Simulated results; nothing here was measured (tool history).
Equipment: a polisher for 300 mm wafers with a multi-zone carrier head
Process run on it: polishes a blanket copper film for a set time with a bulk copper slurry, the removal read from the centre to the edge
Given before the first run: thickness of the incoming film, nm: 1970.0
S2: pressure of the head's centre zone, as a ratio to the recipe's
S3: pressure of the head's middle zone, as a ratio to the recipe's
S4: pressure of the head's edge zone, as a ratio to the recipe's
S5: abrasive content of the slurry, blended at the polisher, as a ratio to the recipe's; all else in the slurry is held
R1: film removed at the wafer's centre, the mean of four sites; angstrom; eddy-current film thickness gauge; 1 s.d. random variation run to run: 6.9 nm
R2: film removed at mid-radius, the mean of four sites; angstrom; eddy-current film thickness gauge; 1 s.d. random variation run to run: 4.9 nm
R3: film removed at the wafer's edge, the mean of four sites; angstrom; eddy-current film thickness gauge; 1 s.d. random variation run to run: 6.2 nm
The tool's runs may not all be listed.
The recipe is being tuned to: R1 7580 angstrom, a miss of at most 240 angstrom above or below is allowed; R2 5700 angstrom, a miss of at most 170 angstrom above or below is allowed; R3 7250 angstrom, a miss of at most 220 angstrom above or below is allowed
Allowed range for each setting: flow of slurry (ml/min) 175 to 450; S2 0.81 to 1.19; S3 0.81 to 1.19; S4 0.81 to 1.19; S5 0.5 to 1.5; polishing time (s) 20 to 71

Run 1, day 0: flow of slurry (ml/min) 290, S2 1, S3 1, S4 1, S5 1, polishing time (s) 45. Result: R1 4692.2 angstrom, R2 4638.3 angstrom, R3 4781.9 angstrom.
Run 2, day 0.046: flow of slurry (ml/min) 290, S2 1, S3 1, S4 1, S5 1, polishing time (s) 39. Result: R1 4073 angstrom, R2 3973 angstrom, R3 4098.3 angstrom.
Run 3, day 0.212: flow of slurry (ml/min) 335, S2 1, S3 1, S4 1, S5 1, polishing time (s) 39. Result: R1 4185.5 angstrom, R2 4100.1 angstrom, R3 4176.5 angstrom.
Run 4, day 0.292: flow of slurry (ml/min) 335, S2 1, S3 0.96, S4 1, S5 1, polishing time (s) 39. Result: R1 4199.8 angstrom, R2 3957.3 angstrom, R3 4125.9 angstrom.
Run 5, day 0.321: flow of slurry (ml/min) 300, S2 1.04, S3 0.92, S4 1.06, S5 1.15, polishing time (s) 45. Result: R1 5149.7 angstrom, R2 4509.8 angstrom, R3 5077.5 angstrom.
Run 6, day 0.517: flow of slurry (ml/min) 300, S2 0.98, S3 0.92, S4 1.06, S5 1.15, polishing time (s) 45. Result: R1 4830.2 angstrom, R2 4419.1 angstrom, R3 5085.1 angstrom.
Run 7, day 0.571: flow of slurry (ml/min) 290, S2 1.03, S3 0.9, S4 1.09, S5 1.25, polishing time (s) 48. Result: R1 5564.4 angstrom, R2 4797.2 angstrom, R3 5582.1 angstrom.
Run 8, day 0.758: flow of slurry (ml/min) 330, S2 1.12, S3 0.81, S4 1.19, S5 1.5, polishing time (s) 57. Result: R1 7621.3 angstrom, R2 5389.7 angstrom, R3 7344.7 angstrom.

Which one of the following 4 next-run settings gets every result inside its allowed miss? There is exactly one.
Run A, day 0.946: flow of slurry (ml/min) 320, S2 1.04, S3 0.83, S4 1.14, S5 1.5, polishing time (s) 58. Result: R1 ?, R2 ?, R3 ?.
Run B, day 0.946: flow of slurry (ml/min) 305, S2 1.18, S3 0.9, S4 1.09, S5 1.5, polishing time (s) 59. Result: R1 ?, R2 ?, R3 ?.
Run C, day 0.946: flow of slurry (ml/min) 360, S2 1.1, S3 0.96, S4 1.09, S5 1.5, polishing time (s) 54. Result: R1 ?, R2 ?, R3 ?.
Run D, day 0.946: flow of slurry (ml/min) 205, S2 1.14, S3 0.86, S4 1.18, S5 1.5, polishing time (s) 58. Result: R1 ?, R2 ?, R3 ?.

move      R1      R2      R3
   A    7176  5678.2  7325.9
   B  8260.8  6148.4  7261.1
   C  7141.8  6012.7  6701.5
   D  7555.8  5630.7  7247.3
A: gets the furthest-off result to its target, but another result is out of tolerance
B: takes the result that was furthest off past its target
C: takes the result that was furthest off past its target
D: in spec on every target
Answer: D
